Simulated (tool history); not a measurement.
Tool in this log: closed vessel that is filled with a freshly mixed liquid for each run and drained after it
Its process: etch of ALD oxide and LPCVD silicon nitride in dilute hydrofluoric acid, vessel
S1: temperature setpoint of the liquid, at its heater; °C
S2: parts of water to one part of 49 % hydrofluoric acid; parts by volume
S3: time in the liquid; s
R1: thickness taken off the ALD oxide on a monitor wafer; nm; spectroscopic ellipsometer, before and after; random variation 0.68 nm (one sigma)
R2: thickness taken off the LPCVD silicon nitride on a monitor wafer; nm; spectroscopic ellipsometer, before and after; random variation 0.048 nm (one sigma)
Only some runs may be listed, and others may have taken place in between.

| run | hour | S1 | S2 | S3 | R1 | R2 |
|---|---|---|---|---|---|---|
| 1 | 0 | 22 | 135 | 350 | 49.364 | 1.1815 |
| 2 | 1.4 | 24.5 | 130 | 350 | 56.487 | 1.4481 |
| 3 | 9.2 | 24.5 | 130 | 200 | 32.183 | 0.83973 |
| 4 | 10.4 | 26.5 | 105 | 205 | 46.005 | 1.2062 |
| 5 | 14.6 | 27.5 | 90 | 215 | 59.476 | 1.5576 |
| 6 | 19 | 28.5 | 85 | 220 | 67.465 | 1.8114 |

Run 7 is up next; what results do you expect?
| 7 | 25.8 | 30 | 75 | 240 | ? | ? |

Logged for run 7: R1 90.951 nm, R2 2.3279 nm.
